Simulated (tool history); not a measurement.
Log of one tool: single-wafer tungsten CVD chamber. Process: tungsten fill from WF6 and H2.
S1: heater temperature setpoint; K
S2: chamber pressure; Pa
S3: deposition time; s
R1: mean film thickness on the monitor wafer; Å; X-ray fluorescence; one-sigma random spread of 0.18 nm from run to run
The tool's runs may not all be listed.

| run | day | S1 | S2 | S3 | R1 |
|---|---|---|---|---|---|
| 1 | 0 | 663.15 | 5000 | 19.1 | 510.07 |
| 2 | 0.058 | 658.15 | 4973 | 19.1 | 457.09 |
| 3 | 0.158 | 665.15 | 4973 | 19.1 | 528.91 |
| 4 | 0.225 | 665.15 | 4146 | 19.1 | 468.91 |
| 5 | 0.479 | 665.15 | 3666 | 19.1 | 434.3 |
| 6 | 0.788 | 665.15 | 3186 | 19.1 | 394.39 |
| 7 | 1.012 | 664.15 | 3186 | 19.1 | 386.96 |
| 8 | 1.338 | 663.15 | 3186 | 19.1 | 379.23 |
| 9 | 1.708 | 662.15 | 3186 | 19.1 | 368.14 |

The next listed run, before its measurement:
| 10 | 2.067 | 661.15 | 3186 | 19.1 | ? |

Logged for run 10: R1 358.69 Å.
